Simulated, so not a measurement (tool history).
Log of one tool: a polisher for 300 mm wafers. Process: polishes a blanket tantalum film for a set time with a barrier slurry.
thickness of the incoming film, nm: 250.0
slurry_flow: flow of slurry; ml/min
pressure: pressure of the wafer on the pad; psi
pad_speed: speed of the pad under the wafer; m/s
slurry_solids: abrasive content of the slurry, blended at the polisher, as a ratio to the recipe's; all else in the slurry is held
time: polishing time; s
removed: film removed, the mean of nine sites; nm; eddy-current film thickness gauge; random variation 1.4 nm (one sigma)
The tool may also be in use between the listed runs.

{"run": 1, "day": 0.0, "slurry_flow": 125, "pressure": 2, "pad_speed": 0.9, "slurry_solids": 1, "time": 49, "removed": 75.414}
{"run": 2, "day": 0.188, "slurry_flow": 125, "pressure": 2, "pad_speed": 0.68, "slurry_solids": 1, "time": 49, "removed": 57.774}
{"run": 3, "day": 0.533, "slurry_flow": 125, "pressure": 2, "pad_speed": 0.68, "slurry_solids": 1, "time": 51, "removed": 60.887}
{"run": 4, "day": 0.792, "slurry_flow": 145, "pressure": 2, "pad_speed": 0.68, "slurry_solids": 1, "time": 51, "removed": 61.208}
{"run": 5, "day": 1.138, "slurry_flow": 170, "pressure": 2, "pad_speed": 0.68, "slurry_solids": 1, "time": 51, "removed": 62.927}
{"run": 6, "day": 1.188, "slurry_flow": 170, "pressure": 1.5, "pad_speed": 0.68, "slurry_solids": 1, "time": 51, "removed": 49.475}
{"run": 7, "day": 1.492, "slurry_flow": 170, "pressure": 1.7, "pad_speed": 0.7, "slurry_solids": 1, "time": 51, "removed": 57.345}
{"run": 8, "day": 1.546, "slurry_flow": 170, "pressure": 1.9, "pad_speed": 0.72, "slurry_solids": 1, "time": 51, "removed": 63.964}

Forecast run 9:
{"run": 9, "day": 1.704, "slurry_flow": 180, "pressure": 2.5, "pad_speed": 0.82, "slurry_solids": 1, "time": 51, "removed": "?"}

{"run 9": {"removed": 94.555}}
